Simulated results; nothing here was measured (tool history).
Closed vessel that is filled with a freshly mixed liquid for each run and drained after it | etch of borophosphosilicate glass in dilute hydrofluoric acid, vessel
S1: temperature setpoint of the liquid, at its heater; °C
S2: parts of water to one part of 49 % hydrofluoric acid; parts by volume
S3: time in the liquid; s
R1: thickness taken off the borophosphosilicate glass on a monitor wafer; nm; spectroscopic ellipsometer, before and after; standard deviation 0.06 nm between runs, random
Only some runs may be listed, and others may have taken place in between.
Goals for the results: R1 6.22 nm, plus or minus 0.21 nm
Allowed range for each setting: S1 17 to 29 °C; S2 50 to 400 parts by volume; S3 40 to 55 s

run 1 hour=0 | S1=21 S2=225 S3=55 | R1=11.092
run 2 hour=6.4 | S1=20.5 S2=240 S3=55 | R1=9.9992
run 3 hour=14.3 | S1=20 S2=255 S3=55 | R1=9.1198
run 4 hour=22.9 | S1=19.5 S2=265 S3=55 | R1=8.4242
run 5 hour=31.1 | S1=22.5 S2=265 S3=55 | R1=9.4991
run 6 hour=33.3 | S1=21.5 S2=275 S3=55 | R1=8.6624
run 7 hour=39.7 | S1=20.5 S2=280 S3=55 | R1=8.086
run 8 hour=47.7 | S1=20 S2=285 S3=55 | R1=7.7984
run 9 hour=48.7 | S1=19.5 S2=290 S3=55 | R1=7.6098
run 10 hour=51 | S1=19 S2=295 S3=55 | R1=7.3164
run 11 hour=58.5 | S1=18.5 S2=300 S3=55 | R1=7.0523

Exactly one of the 4 candidate moves below puts every result within its allowed miss. Which one?
run A hour=66 | S1=17 S2=295 S3=50 | R1=?
run B hour=66 | S1=18 S2=250 S3=55 | R1=?
run C hour=66 | S1=19.5 S2=270 S3=55 | R1=?
run D hour=66 | S1=20 S2=260 S3=55 | R1=?

move=A R1=6.2158
move=B R1=8.7147
move=C R1=8.3885
move=D R1=8.9569
A: hits every target within its allowed miss
B: further off than the last run
C: further off than the last run
D: further off than the last run
A is the move that brings every result within its allowed miss.

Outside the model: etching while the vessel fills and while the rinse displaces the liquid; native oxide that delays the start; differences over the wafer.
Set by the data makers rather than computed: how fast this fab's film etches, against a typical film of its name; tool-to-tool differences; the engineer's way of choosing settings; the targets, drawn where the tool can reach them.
